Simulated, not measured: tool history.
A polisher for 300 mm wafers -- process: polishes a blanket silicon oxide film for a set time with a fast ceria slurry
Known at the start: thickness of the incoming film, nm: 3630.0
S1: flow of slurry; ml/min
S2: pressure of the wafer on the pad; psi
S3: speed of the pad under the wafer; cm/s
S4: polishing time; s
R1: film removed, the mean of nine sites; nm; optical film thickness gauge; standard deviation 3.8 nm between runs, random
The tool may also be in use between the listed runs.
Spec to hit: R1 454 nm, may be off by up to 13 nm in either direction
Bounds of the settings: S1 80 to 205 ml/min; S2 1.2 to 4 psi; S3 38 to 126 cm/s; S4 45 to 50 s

run 1 hour=0 | S1=135 S2=2.6 S3=82 S4=50 | R1=561.13
run 2 hour=8.8 | S1=135 S2=2.6 S3=82 S4=45 | R1=501.42
run 3 hour=11.1 | S1=135 S2=2.6 S3=66 S4=45 | R1=422.57
run 4 hour=16.4 | S1=135 S2=2.3 S3=66 S4=45 | R1=377.13
run 5 hour=23.8 | S1=155 S2=2.3 S3=66 S4=45 | R1=385.23
run 6 hour=30.8 | S1=155 S2=2.4 S3=66 S4=45 | R1=406.32
run 7 hour=39.5 | S1=160 S2=2.4 S3=66 S4=45 | R1=410.22
run 8 hour=46.6 | S1=165 S2=2.4 S3=66 S4=45 | R1=410.21
run 9 hour=49.3 | S1=170 S2=2.4 S3=66 S4=45 | R1=411.36
run 10 hour=56.8 | S1=180 S2=2.5 S3=66 S4=45 | R1=428.35

4 candidate next runs follow, results not yet known. Just one meets every target within its allowed miss. Identify it.
run A hour=64.3 | S1=170 S2=2.4 S3=72 S4=46 | R1=?
run B hour=64.3 | S1=195 S2=2.7 S3=68 S4=45 | R1=?
run C hour=64.3 | S1=205 S2=1.9 S3=98 S4=48 | R1=?
run D hour=64.3 | S1=160 S2=2.7 S3=66 S4=49 | R1=?

move=A R1=449.01
move=B R1=481.12
move=C R1=491.78
move=D R1=496.55
A: every result lands within tolerance
B: moves the result that the last run missed by most past its target, out the other side
C: moves the result that the last run missed by most past its target, out the other side
D: moves the result that the last run missed by most past its target, out the other side
So the answer is move A, the one that meets all the targets.
